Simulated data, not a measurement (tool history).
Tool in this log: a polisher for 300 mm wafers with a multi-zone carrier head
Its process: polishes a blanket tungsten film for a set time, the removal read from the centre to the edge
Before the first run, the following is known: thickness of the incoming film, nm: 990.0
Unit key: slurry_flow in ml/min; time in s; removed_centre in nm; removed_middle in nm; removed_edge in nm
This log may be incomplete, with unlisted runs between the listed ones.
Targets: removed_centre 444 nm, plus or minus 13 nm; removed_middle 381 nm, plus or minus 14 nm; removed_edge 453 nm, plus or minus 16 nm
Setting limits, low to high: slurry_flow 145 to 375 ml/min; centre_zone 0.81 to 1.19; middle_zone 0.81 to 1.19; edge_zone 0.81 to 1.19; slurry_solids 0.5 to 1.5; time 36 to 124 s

{"run": 1, "hour": 0.0, "slurry_flow": 240, "centre_zone": 1, "middle_zone": 1, "edge_zone": 1, "slurry_solids": 1, "time": 79, "removed_centre": 439.8, "removed_middle": 387.21, "removed_edge": 382.13}
{"run": 2, "hour": 3.8, "slurry_flow": 240, "centre_zone": 1, "middle_zone": 1, "edge_zone": 1.03, "slurry_solids": 1, "time": 79, "removed_centre": 445.85, "removed_middle": 378.67, "removed_edge": 388.88}
{"run": 3, "hour": 12.7, "slurry_flow": 240, "centre_zone": 0.97, "middle_zone": 1, "edge_zone": 1.08, "slurry_solids": 1.1, "time": 79, "removed_centre": 435.35, "removed_middle": 395.02, "removed_edge": 401.22}
{"run": 4, "hour": 13.8, "slurry_flow": 240, "centre_zone": 0.97, "middle_zone": 1, "edge_zone": 1.08, "slurry_solids": 0.9, "time": 79, "removed_centre": 414.99, "removed_middle": 371.57, "removed_edge": 386.73}
{"run": 5, "hour": 16.3, "slurry_flow": 265, "centre_zone": 0.97, "middle_zone": 1, "edge_zone": 1.08, "slurry_solids": 0.9, "time": 79, "removed_centre": 415.94, "removed_middle": 375.59, "removed_edge": 393.38}
{"run": 6, "hour": 22.1, "slurry_flow": 265, "centre_zone": 0.97, "middle_zone": 1, "edge_zone": 1.08, "slurry_solids": 0.7, "time": 79, "removed_centre": 396.61, "removed_middle": 355.99, "removed_edge": 369.2}
{"run": 7, "hour": 24.8, "slurry_flow": 290, "centre_zone": 0.96, "middle_zone": 0.92, "edge_zone": 1.18, "slurry_solids": 0.95, "time": 80, "removed_centre": 426.95, "removed_middle": 375.39, "removed_edge": 415.42}
{"run": 8, "hour": 29.4, "slurry_flow": 290, "centre_zone": 0.96, "middle_zone": 0.92, "edge_zone": 1.18, "slurry_solids": 0.95, "time": 80, "removed_centre": 427.9, "removed_middle": 374.28, "removed_edge": 420.76}
{"hour": 35.7, "done": "centre zone pressure recalibrated"}
{"run": 9, "hour": 35.7, "slurry_flow": 295, "centre_zone": 0.95, "middle_zone": 0.89, "edge_zone": 1.18, "slurry_solids": 1, "time": 81, "removed_centre": 395.85, "removed_middle": 373.04, "removed_edge": 435.19}

Pick the move, out of 5, that brings all results within their allowed miss; only one does.
{"run": "A", "hour": 42.0, "slurry_flow": 360, "centre_zone": 1.01, "middle_zone": 0.85, "edge_zone": 1.19, "slurry_solids": 1.35, "time": 78, "removed_centre": "?", "removed_middle": "?", "removed_edge": "?"}
{"run": "B", "hour": 42.0, "slurry_flow": 345, "centre_zone": 0.87, "middle_zone": 0.93, "edge_zone": 1.17, "slurry_solids": 1.3, "time": 75, "removed_centre": "?", "removed_middle": "?", "removed_edge": "?"}
{"run": "C", "hour": 42.0, "slurry_flow": 340, "centre_zone": 0.81, "middle_zone": 0.85, "edge_zone": 1.15, "slurry_solids": 1.05, "time": 81, "removed_centre": "?", "removed_middle": "?", "removed_edge": "?"}
{"run": "D", "hour": 42.0, "slurry_flow": 350, "centre_zone": 0.87, "middle_zone": 0.86, "edge_zone": 1.11, "slurry_solids": 1.05, "time": 85, "removed_centre": "?", "removed_middle": "?", "removed_edge": "?"}
{"run": "E", "hour": 42.0, "slurry_flow": 310, "centre_zone": 0.82, "middle_zone": 0.82, "edge_zone": 1.15, "slurry_solids": 1.1, "time": 83, "removed_centre": "?", "removed_middle": "?", "removed_edge": "?"}

move=A removed_centre=437.97 removed_middle=374.75 removed_edge=451.21
move=B removed_centre=357.99 removed_middle=377.58 removed_edge=424.81
move=C removed_centre=341.9 removed_middle=366.03 removed_edge=432.91
move=D removed_centre=386.6 removed_middle=387.76 removed_edge=446.85
move=E removed_centre=355.43 removed_middle=367.74 removed_edge=445.86
A: in spec on every target
B: the biggest miss grows against the last run
C: the biggest miss grows against the last run
D: the biggest miss grows against the last run
E: the biggest miss grows against the last run
The right move is A.

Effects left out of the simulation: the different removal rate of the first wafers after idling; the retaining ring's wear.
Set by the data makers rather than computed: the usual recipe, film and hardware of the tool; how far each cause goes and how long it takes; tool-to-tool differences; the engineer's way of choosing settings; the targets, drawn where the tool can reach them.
